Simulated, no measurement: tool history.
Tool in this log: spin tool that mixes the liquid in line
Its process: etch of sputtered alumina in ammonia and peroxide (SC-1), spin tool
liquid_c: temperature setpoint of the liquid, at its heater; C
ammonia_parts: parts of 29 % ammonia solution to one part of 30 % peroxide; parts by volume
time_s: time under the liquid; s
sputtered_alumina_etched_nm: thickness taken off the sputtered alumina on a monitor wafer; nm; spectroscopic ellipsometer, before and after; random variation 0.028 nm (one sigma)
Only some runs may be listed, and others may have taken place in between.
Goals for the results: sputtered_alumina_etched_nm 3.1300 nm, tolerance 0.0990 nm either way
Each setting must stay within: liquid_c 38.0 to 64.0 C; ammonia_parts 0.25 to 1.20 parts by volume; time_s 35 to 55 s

run  hour  liquid_c  ammonia_parts  time_s  sputtered_alumina_etched_nm
  1   0.0      48.0           0.95      55                       2.4703
  2   6.3      49.5           0.95      55                       2.6768
  3  13.6      49.5           0.95      55                       2.6952
  4  18.4      44.5           0.95      55                       2.0288
  5  22.3      44.5           0.95      55                       2.0471
  6  27.6      48.5           0.95      55                       2.5667
  7  28.7      49.5           0.95      55                       2.7051
  8  34.7      50.5           0.95      55                       2.8338
  9  42.6      51.0           0.95      55                       2.8980
 10  47.4      51.5           0.95      55                       3.0032

Which single option among these 5 for the next run brings every result within its allowed miss of target? Just one does.
  A  52.2      53.5           0.50      55                            ?
  B  52.2      54.0           0.90      55                            ?
  C  52.2      51.0           1.00      55                            ?
  D  52.2      53.5           1.15      55                            ?
  E  52.2      51.0           0.70      55                            ?

move  sputtered_alumina_etched_nm
   A                       3.1553
   B                       3.4266
   C                       2.9432
   D                       3.4146
   E                       2.8453
A: every result within its allowed miss
B: carries the result that was furthest off beyond its target, to the other side
C: moves away from the targets compared with the last run
D: carries the result that was furthest off beyond its target, to the other side
E: moves away from the targets compared with the last run
The right move is A.

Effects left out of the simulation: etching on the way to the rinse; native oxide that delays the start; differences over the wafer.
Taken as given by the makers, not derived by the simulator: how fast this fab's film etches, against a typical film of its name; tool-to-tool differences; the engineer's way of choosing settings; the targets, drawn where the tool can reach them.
